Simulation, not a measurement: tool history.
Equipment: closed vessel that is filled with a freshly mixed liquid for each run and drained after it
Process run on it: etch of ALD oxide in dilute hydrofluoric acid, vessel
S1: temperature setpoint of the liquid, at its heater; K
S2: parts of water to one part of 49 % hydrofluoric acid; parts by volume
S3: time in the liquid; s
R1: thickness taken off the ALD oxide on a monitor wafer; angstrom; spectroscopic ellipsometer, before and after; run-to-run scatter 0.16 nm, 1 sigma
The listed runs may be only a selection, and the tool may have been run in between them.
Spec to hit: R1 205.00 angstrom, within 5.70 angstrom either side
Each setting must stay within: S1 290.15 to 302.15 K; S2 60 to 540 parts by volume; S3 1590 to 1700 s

{"run": 1, "hour": 0.0, "S1": 294.15, "S2": 300, "S3": 1590, "R1": 401.7}
{"run": 2, "hour": 7.6, "S1": 294.15, "S2": 300, "S3": 1590, "R1": 415.19}
{"run": 3, "hour": 10.9, "S1": 291.15, "S2": 300, "S3": 1590, "R1": 361.98}
{"run": 4, "hour": 12.4, "S1": 294.65, "S2": 300, "S3": 1590, "R1": 414.53}
{"run": 5, "hour": 19.4, "S1": 294.65, "S2": 345, "S3": 1590, "R1": 343.87}
{"run": 6, "hour": 20.1, "S1": 294.65, "S2": 415, "S3": 1590, "R1": 267.94}
{"run": 7, "hour": 25.8, "S1": 293.65, "S2": 425, "S3": 1590, "R1": 256.39}
{"run": 8, "hour": 27.9, "S1": 292.65, "S2": 435, "S3": 1590, "R1": 236.81}
{"run": 9, "hour": 30.9, "S1": 292.15, "S2": 440, "S3": 1590, "R1": 228.83}
{"run": 10, "hour": 32.1, "S1": 291.65, "S2": 445, "S3": 1590, "R1": 219.18}

Which one of the following 5 next-run settings gets every result inside its allowed miss? There is exactly one.
{"run": "A", "hour": 33.3, "S1": 291.15, "S2": 460, "S3": 1700, "R1": "?"}
{"run": "B", "hour": 33.3, "S1": 290.15, "S2": 420, "S3": 1665, "R1": "?"}
{"run": "C", "hour": 33.3, "S1": 291.15, "S2": 440, "S3": 1590, "R1": "?"}
{"run": "D", "hour": 33.3, "S1": 291.15, "S2": 475, "S3": 1700, "R1": "?"}
{"run": "E", "hour": 33.3, "S1": 292.15, "S2": 505, "S3": 1695, "R1": "?"}

move=A R1=223.35
move=B R1=238.47
move=C R1=221.77
move=D R1=213.86
move=E R1=202.85
A: lands further from the targets than the last run did
B: lands further from the targets than the last run did
C: lands further from the targets than the last run did
D: closes in on the targets versus the last run, not all within tolerance yet
E: all results land within tolerance of their targets
E is the move that brings every result within its allowed miss.

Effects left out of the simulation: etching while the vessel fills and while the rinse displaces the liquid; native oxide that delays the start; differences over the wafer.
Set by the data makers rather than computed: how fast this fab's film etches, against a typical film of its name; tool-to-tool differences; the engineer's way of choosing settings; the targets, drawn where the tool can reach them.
